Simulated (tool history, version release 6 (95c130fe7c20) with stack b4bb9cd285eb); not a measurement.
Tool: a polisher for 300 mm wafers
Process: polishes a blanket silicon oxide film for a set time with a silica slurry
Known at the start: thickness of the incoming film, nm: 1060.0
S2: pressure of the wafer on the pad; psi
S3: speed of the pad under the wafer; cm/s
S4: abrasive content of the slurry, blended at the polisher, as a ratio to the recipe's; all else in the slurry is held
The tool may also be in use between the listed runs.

Run 1, hour 0.0: flow of slurry (ml/min) 145, S2 3.6 psi, S3 130 cm/s, S4 1.0, polishing time (s) 91. Result: film removed (Å) 2403.2.
Run 2, hour 7.6: flow of slurry (ml/min) 150, S2 3.8 psi, S3 130 cm/s, S4 1.0, polishing time (s) 91. Result: film removed (Å) 2582.1.
Run 3, hour 8.7: flow of slurry (ml/min) 150, S2 3.1 psi, S3 130 cm/s, S4 1.0, polishing time (s) 91. Result: film removed (Å) 2086.1.
Run 4, hour 15.3: flow of slurry (ml/min) 155, S2 3.4 psi, S3 130 cm/s, S4 1.0, polishing time (s) 91. Result: film removed (Å) 2321.7.
Run 5, hour 17.7: flow of slurry (ml/min) 165, S2 3.6 psi, S3 130 cm/s, S4 1.0, polishing time (s) 91. Result: film removed (Å) 2473.8.
Run 6, hour 24.8: flow of slurry (ml/min) 170, S2 3.8 psi, S3 130 cm/s, S4 1.0, polishing time (s) 91. Result: film removed (Å) 2596.6.

Forecast run 7:
Run 7, hour 28.6: flow of slurry (ml/min) 170, S2 4.0 psi, S3 130 cm/s, S4 1.0, polishing time (s) 91. Result: film removed (Å) ?.

film removed (Å): 2763.6
